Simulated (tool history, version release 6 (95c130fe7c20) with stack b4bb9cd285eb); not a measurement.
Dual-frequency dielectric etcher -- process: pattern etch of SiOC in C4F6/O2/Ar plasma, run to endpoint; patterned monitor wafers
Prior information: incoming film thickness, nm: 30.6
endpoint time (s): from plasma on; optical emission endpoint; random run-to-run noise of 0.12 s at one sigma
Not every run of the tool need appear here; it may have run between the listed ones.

run 1 day=0 | bias_power_(W)=390 source_power_(W)=310 | endpoint_time_(s)=13.903
run 2 day=0.262 | bias_power_(W)=350 source_power_(W)=280 | endpoint_time_(s)=15.334
run 3 day=0.638 | bias_power_(W)=380 source_power_(W)=280 | endpoint_time_(s)=14.953
run 4 day=0.983 | bias_power_(W)=429 source_power_(W)=280 | endpoint_time_(s)=14.148
run 5 day=1.133 | bias_power_(W)=389 source_power_(W)=260 | endpoint_time_(s)=15.366
run 6 day=1.429 | bias_power_(W)=389 source_power_(W)=310 | endpoint_time_(s)=13.932
run 7 day=1.512 | bias_power_(W)=355 source_power_(W)=290 | endpoint_time_(s)=14.945
run 8 day=1.742 | bias_power_(W)=329 source_power_(W)=270 | endpoint_time_(s)=15.993

The next listed run, before its measurement:
run 9 day=2.083 | bias_power_(W)=309 source_power_(W)=260 | endpoint_time_(s)=?

Run 9 produced endpoint time (s) 16.661.
